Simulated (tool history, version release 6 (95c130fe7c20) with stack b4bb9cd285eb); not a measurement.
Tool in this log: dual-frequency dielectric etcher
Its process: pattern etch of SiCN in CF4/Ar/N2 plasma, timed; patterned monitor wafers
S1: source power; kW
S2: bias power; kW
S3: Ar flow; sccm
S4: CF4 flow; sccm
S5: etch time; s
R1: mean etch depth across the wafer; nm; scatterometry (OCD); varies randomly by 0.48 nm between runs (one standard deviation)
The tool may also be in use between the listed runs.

| run | hour | S1 | S2 | S3 | S4 | S5 | R1 |
|---|---|---|---|---|---|---|---|
| 1 | 0 | 0.39 | 0.062 | 120 | 81 | 81 | 59.501 |
| 2 | 0.8 | 0.39 | 0.062 | 110 | 81 | 81 | 59.467 |
| 3 | 8.6 | 0.39 | 0.062 | 110 | 69 | 81 | 58.762 |
| 4 | 14.3 | 0.43 | 0.062 | 110 | 69 | 81 | 63.6 |
| 5 | 17 | 0.46 | 0.062 | 110 | 69 | 81 | 65.598 |
| 6 | 18.9 | 0.43 | 0.062 | 110 | 69 | 81 | 63.617 |

Forecast run 7:
| 7 | 26.1 | 0.46 | 0.063 | 110 | 69 | 81 | ? |

R1: 66.022 nm
